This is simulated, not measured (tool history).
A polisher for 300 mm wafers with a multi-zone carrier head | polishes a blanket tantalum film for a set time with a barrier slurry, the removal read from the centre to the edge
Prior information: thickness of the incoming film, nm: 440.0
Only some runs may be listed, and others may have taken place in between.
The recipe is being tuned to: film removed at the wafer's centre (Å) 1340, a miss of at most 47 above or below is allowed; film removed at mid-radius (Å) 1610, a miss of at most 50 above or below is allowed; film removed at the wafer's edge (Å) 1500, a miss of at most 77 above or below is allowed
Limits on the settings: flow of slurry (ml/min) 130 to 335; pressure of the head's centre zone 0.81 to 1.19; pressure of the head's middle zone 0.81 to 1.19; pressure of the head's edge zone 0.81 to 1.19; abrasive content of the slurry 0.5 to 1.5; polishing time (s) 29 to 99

run,hour,flow of slurry (ml/min),pressure of the head's centre zone,pressure of the head's middle zone,pressure of the head's edge zone,abrasive content of the slurry,polishing time (s),film removed at the wafer's centre (Å),film removed at mid-radius (Å),film removed at the wafer's edge (Å)
1,0,215,1,1,1,1,64,1199.4,1218.9,1218.4
2,6.7,225,0.99,1.04,1.03,1.1,64,1240.1,1299.5,1276.2
3,8.1,230,0.98,1.07,1.06,1.15,64,1216.7,1357.7,1306.7
4,16.1,235,0.98,1.09,1.08,1.2,64,1249.6,1358,1317.9
5,22.8,235,0.98,1.09,1.08,1.05,64,1190.1,1314.1,1265.3
6,24.4,235,0.98,1.09,1.08,1.05,70,1320.9,1433.7,1436.7
7,29.8,240,0.97,1.11,1.08,1.1,70,1330.8,1510.3,1438.9
8,35.4,245,0.96,1.12,1.08,1.1,70,1310.3,1474.5,1393.1
9,39.5,240,0.96,1.13,1.09,1.15,70,1307.4,1521.2,1476

Consider the 4 candidate settings below. Which is the only one whose results all fall within their allowed miss of target?
A,43.6,130,0.87,1.11,1.04,1.35,81,?,?,?
B,43.6,145,0.86,1.02,1.19,1.2,83,?,?,?
C,43.6,275,0.94,1.15,1.13,1.05,73,?,?,?
D,43.6,235,0.83,1.19,0.97,1.25,76,?,?,?

move,film removed at the wafer's centre (Å),film removed at mid-radius (Å),film removed at the wafer's edge (Å)
A,1332.1,1690.6,1584.4
B,1332.6,1597.5,1707.6
C,1338.9,1601.2,1486.7
D,1262.4,1763.6,1483.7
A: moves the result that the last run missed by most past its target, out the other side
B: brings the last run's worst result on target, with another outside its allowed miss
C: in spec on every target
D: moves the result that the last run missed by most past its target, out the other side
Correct choice: C, which meets every target
